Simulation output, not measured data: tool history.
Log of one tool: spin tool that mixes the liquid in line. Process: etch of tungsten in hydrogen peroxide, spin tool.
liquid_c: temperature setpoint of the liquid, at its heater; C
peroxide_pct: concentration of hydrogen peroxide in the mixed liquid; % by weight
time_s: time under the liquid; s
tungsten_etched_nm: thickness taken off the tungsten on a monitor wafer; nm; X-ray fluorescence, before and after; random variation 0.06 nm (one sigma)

Run 1, hour 0: liquid_c 54 C, peroxide_pct 23.5 % by weight, time_s 15 s. Result: tungsten_etched_nm 23.68 nm.
Run 2, hour 3.3: liquid_c 52.5 C, peroxide_pct 23.5 % by weight, time_s 15 s. Result: tungsten_etched_nm 21.768 nm.
Run 3, hour 10.4: liquid_c 59 C, peroxide_pct 23.5 % by weight, time_s 15 s. Result: tungsten_etched_nm 31.684 nm.
Run 4, hour 18.8: liquid_c 59 C, peroxide_pct 23.5 % by weight, time_s 15 s. Result: tungsten_etched_nm 31.44 nm.
Run 5, hour 26.8: liquid_c 59 C, peroxide_pct 27.5 % by weight, time_s 15 s. Result: tungsten_etched_nm 34.196 nm.
Run 6, hour 35.5: liquid_c 59 C, peroxide_pct 29.5 % by weight, time_s 15 s. Result: tungsten_etched_nm 35.258 nm.
Run 7, hour 38.7: liquid_c 56.5 C, peroxide_pct 29.5 % by weight, time_s 15 s. Result: tungsten_etched_nm 30.741 nm.
Run 8, hour 44.6: liquid_c 54.5 C, peroxide_pct 29.5 % by weight, time_s 15 s. Result: tungsten_etched_nm 27.195 nm.
Run 9, hour 51: liquid_c 46.5 C, peroxide_pct 29.5 % by weight, time_s 15 s. Result: tungsten_etched_nm 16.876 nm.

Forecast run 10:
Run 10, hour 60: liquid_c 45.5 C, peroxide_pct 29.5 % by weight, time_s 15 s. Result: tungsten_etched_nm ?.

{"run 10": {"tungsten_etched_nm": 15.885}}
